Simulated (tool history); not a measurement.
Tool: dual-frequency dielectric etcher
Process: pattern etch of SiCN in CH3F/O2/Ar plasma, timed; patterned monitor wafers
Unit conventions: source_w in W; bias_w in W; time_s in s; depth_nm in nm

run	day	source_w	bias_w	time_s	depth_nm
1	0	430	57	89.5	31.94
2	0.371	410	57	89.5	31.059
3	0.508	400	57	89.5	30.688
4	0.642	390	57	89.5	30.239
5	0.771	470	57	89.5	33.209
6	1.092	450	57	89.5	32.548
7	1.375	430	57	89.5	31.783

What will run 8 give?
8	1.529	410	57	89.5	?

depth_nm: 30.903 nm
